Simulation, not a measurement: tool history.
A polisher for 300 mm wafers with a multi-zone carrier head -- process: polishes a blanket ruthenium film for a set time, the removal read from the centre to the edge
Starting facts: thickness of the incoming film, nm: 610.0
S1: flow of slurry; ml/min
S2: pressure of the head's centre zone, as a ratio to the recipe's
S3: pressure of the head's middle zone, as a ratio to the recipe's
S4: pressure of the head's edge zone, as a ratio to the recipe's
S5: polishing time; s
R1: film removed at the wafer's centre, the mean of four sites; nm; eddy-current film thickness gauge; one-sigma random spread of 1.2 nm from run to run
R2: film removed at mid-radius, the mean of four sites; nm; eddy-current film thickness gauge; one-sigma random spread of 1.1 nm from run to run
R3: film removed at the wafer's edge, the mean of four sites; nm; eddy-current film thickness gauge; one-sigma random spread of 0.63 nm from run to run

run  hour   S1    S2    S3    S4  S5      R1      R2      R3
  1   0.0  200  1.00  1.00  1.00  60  62.174  62.756  62.179
  2   5.8  200  1.00  0.94  1.00  60  61.946  59.130  63.220
  3  13.7  205  1.02  0.95  1.02  62  65.019  62.892  65.783
  4  16.2  210  1.04  0.94  1.03  63  66.683  62.761  67.502
  5  22.9  215  1.06  0.94  1.03  65  71.034  64.418  70.760
  6  24.6  220  1.08  0.95  1.04  66  73.654  66.561  70.896

What will run 7 give?
  7  30.7  225  1.09  0.95  1.05  67   ?   ?   ?

{"run 7": {"R1": 77.035, "R2": 69.256, "R3": 73.286}}

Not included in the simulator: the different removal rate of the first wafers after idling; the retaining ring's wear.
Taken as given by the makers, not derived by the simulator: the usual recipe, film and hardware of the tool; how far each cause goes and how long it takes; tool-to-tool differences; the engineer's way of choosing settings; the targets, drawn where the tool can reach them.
